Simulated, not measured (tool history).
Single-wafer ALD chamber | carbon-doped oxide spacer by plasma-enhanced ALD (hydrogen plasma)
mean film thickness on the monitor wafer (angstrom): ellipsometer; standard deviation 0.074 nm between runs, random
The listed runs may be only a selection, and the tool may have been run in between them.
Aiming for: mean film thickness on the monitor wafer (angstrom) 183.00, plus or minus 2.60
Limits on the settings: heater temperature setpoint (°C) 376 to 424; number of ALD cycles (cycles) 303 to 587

run	hour	heater temperature setpoint (°C)	number of ALD cycles (cycles)	mean film thickness on the monitor wafer (angstrom)
1	0.0	400	445	212.46
2	3.3	401	433	207.03
3	10.7	395	433	206.81
4	16.6	404	433	205.43
5	21.5	395	433	205.64
6	27.4	402	433	205.39
7	35.1	402	424	202.93
8	44.6	402	414	197.06
9	47.5	402	408	194.88
10	52.1	407	378	177.77

Exercise: of the 5 proposed moves below, exactly one satisfies all targets within the stated allowed misses. Which move is it?
A	56.7	404	404	?
B	56.7	410	393	?
C	56.7	410	404	?
D	56.7	414	415	?
E	56.7	407	400	?

move	mean film thickness on the monitor wafer (angstrom)
A	191.00
B	182.61
C	187.73
D	190.59
E	187.49
A: pushes the last run's worst result past its target
B: hits every target within its allowed miss
C: pushes the last run's worst result past its target
D: pushes the last run's worst result past its target
E: pushes the last run's worst result past its target
So the answer is move B, the one that meets all the targets.
